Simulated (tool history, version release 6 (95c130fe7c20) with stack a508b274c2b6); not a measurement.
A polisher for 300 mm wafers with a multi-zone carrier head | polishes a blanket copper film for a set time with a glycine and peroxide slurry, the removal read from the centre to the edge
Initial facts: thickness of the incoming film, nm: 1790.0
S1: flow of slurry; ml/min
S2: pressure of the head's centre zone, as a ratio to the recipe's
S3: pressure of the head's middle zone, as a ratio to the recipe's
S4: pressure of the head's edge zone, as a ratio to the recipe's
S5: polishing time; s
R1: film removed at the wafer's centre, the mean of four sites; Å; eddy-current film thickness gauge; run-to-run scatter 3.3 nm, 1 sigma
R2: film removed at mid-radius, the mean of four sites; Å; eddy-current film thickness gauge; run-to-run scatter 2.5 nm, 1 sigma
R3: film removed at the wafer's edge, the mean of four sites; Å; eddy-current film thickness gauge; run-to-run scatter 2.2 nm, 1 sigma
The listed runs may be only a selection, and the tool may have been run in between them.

run  hour   S1    S2    S3    S4  S5      R1      R2      R3
  1     0  280     1     1     1  47  2183.9  2252.9  2207.5
  2   1.5  290     1  1.04  1.05  50  2383.6    2476    2443
  3   8.5  290  0.94  1.04  1.05  50  2143.3  2482.4  2453.2
  4  13.1  290  0.94     1  1.05  50  2214.9  2404.4  2432.7
  5  20.1  290  0.91     1  1.05  50  2197.1    2425  2444.9
  6  25.7  290  0.91     1  1.05  45  1868.4  2180.3  2195.1
  7  34.1  340  0.97   1.1  1.15  57  2616.6  2953.4  2932.2
  8  41.9  340  0.98  1.12  1.14  57  2705.1  2998.4  2930.3

What does the tool deliver on the next run?
  9  43.5  340  0.97  1.13  1.13  57   ?   ?   ?

Run 9 came out at R1 2609.4 Å, R2 2999 Å, R3 2881.6 Å.

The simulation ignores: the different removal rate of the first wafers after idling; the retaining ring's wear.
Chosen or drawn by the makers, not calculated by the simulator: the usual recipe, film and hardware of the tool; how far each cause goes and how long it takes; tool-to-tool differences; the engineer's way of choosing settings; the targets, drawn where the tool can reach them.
